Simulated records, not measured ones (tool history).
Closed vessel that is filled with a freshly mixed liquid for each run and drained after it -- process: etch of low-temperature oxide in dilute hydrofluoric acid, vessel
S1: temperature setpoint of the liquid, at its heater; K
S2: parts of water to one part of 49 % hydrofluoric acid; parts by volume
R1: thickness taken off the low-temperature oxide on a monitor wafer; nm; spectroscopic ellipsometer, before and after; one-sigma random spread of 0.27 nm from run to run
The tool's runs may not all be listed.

run 1 hour=0 | S1=298.15 S2=200 time_in_the_liquid_(s)=225 | R1=16.697
run 2 hour=7.2 | S1=299.15 S2=195 time_in_the_liquid_(s)=225 | R1=18.097
run 3 hour=7.9 | S1=296.65 S2=195 time_in_the_liquid_(s)=225 | R1=16.366
run 4 hour=9.5 | S1=296.65 S2=195 time_in_the_liquid_(s)=225 | R1=16.337
run 5 hour=16.5 | S1=296.65 S2=225 time_in_the_liquid_(s)=225 | R1=14.103
run 6 hour=17.5 | S1=296.65 S2=290 time_in_the_liquid_(s)=225 | R1=9.911
run 7 hour=25.7 | S1=297.65 S2=275 time_in_the_liquid_(s)=225 | R1=10.977
run 8 hour=30 | S1=297.65 S2=275 time_in_the_liquid_(s)=225 | R1=11.237
run 9 hour=35.3 | S1=298.65 S2=260 time_in_the_liquid_(s)=225 | R1=12.353
run 10 hour=37.2 | S1=299.15 S2=245 time_in_the_liquid_(s)=225 | R1=13.603
run 11 hour=43.5 | S1=299.65 S2=235 time_in_the_liquid_(s)=225 | R1=14.533

Run 12 is up next; what results do you expect?
run 12 hour=45.3 | S1=300.15 S2=225 time_in_the_liquid_(s)=225 | R1=?

Run 12 produced R1 15.71 nm.
